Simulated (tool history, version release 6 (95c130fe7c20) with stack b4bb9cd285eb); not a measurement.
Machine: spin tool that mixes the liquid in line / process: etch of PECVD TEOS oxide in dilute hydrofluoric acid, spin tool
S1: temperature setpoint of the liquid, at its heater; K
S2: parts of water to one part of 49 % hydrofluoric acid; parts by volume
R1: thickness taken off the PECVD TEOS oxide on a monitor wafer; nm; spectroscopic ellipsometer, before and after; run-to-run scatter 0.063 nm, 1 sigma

{"run": 1, "hour": 0.0, "S1": 299.15, "S2": 55, "time under the liquid (s)": 15, "R1": 4.9845}
{"run": 2, "hour": 3.2, "S1": 301.15, "S2": 55, "time under the liquid (s)": 15, "R1": 5.4517}
{"run": 3, "hour": 4.1, "S1": 301.15, "S2": 65, "time under the liquid (s)": 15, "R1": 4.5445}
{"run": 4, "hour": 11.2, "S1": 301.15, "S2": 65, "time under the liquid (s)": 15, "R1": 4.5683}
{"run": 5, "hour": 19.6, "S1": 301.15, "S2": 65, "time under the liquid (s)": 15, "R1": 4.5226}
{"run": 6, "hour": 21.3, "S1": 303.15, "S2": 65, "time under the liquid (s)": 15, "R1": 4.9359}
{"run": 7, "hour": 25.7, "S1": 303.65, "S2": 60, "time under the liquid (s)": 15, "R1": 5.4332}
{"run": 8, "hour": 31.2, "S1": 307.15, "S2": 35, "time under the liquid (s)": 15, "R1": 11.213}
{"run": 9, "hour": 36.6, "S1": 306.65, "S2": 35, "time under the liquid (s)": 15, "R1": 10.901}
{"run": 10, "hour": 38.9, "S1": 305.65, "S2": 35, "time under the liquid (s)": 15, "R1": 10.656}

Run 11 comes next. What will it give?
{"run": 11, "hour": 47.8, "S1": 303.15, "S2": 35, "time under the liquid (s)": 15, "R1": "?"}

{"run 11": {"R1": 9.6033}}

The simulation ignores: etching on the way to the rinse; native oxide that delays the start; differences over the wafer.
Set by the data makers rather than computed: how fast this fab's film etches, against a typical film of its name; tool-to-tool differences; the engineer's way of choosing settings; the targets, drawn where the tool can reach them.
